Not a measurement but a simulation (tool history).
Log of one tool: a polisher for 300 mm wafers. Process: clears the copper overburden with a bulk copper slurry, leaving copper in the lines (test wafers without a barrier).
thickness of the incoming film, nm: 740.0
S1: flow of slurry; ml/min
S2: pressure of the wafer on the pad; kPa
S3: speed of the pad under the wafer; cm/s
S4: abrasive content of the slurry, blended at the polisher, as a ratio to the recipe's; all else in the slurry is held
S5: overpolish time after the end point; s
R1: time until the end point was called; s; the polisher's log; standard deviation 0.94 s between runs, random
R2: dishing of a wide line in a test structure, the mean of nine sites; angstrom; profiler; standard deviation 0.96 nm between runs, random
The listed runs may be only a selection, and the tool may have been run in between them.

run  hour   S1    S2   S3   S4  S5      R1      R2
  1     0  310  11.7  132    1   9  100.96  388.92
  2   8.3  310  12.4  136    1  10  91.773  454.28
  3  12.4  310  12.4  136  1.1  10  90.428  472.97
  4  13.3  310  12.4  152  1.1  10  83.223  500.96
  5  16.4  315  13.1  152  1.1  11  78.831  559.39
  6  21.4  315  13.1  152  1.3  11  77.159  563.04

The next listed run, before its measurement:
  7  27.1  315  13.8  152  1.3  11   ?   ?

R1: 72.803 s
R2: 594.71 angstrom

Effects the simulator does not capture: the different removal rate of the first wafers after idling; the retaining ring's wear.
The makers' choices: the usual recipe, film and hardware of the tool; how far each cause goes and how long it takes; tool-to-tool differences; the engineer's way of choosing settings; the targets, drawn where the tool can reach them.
